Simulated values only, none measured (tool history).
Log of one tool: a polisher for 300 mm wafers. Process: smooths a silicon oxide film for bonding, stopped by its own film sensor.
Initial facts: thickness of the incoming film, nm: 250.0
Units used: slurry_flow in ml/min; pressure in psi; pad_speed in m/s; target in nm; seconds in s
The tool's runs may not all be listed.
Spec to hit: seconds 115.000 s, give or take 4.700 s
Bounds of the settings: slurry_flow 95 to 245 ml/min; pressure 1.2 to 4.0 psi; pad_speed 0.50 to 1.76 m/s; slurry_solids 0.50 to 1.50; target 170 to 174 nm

run  hour  slurry_flow  pressure  pad_speed  slurry_solids  target  seconds
  1   0.0          155       2.6       1.12           1.00     174   72.263
  2   7.9          155       2.3       1.12           1.00     174   78.548
  3  16.3          185       2.3       1.12           1.00     174   76.298
  4  21.4          185       2.3       1.12           1.00     170   80.033
  5  27.9          185       2.3       1.12           1.00     174   77.345
  6  32.1          185       2.3       1.26           1.00     174   71.170
  7  33.0          180       2.0       1.22           1.00     174   79.029
  8  33.9          180       1.8       1.18           1.00     174   89.514
  9  38.4          175       1.6       1.18           1.00     174   94.637
 10  40.2          175       1.5       1.16           1.00     174  102.530
 11  46.9          175       1.5       1.16           1.00     174  101.090
 12  51.7          160       1.2       1.16           1.00     174  119.970
 13  56.4          165       1.2       1.16           1.00     174  120.450

Next run, 5 choices. One meets every target within its allowed miss, the rest don't. Which?
  A  61.1          185       1.4       1.14           1.05     174        ?
  B  61.1          175       1.2       1.16           1.00     171        ?
  C  61.1          190       1.3       1.28           0.90     171        ?
  D  61.1          155       1.3       1.24           0.80     172        ?
  E  61.1          155       1.5       1.14           1.00     174        ?

move  seconds
   A  104.150
   B  122.380
   C  112.540
   D  126.860
   E  105.000
A: the result that was furthest off in the last run now lies on the other side of its target
B: the biggest miss grows against the last run
C: meets every target
D: the biggest miss grows against the last run
E: the result that was furthest off in the last run now lies on the other side of its target
Answer: C
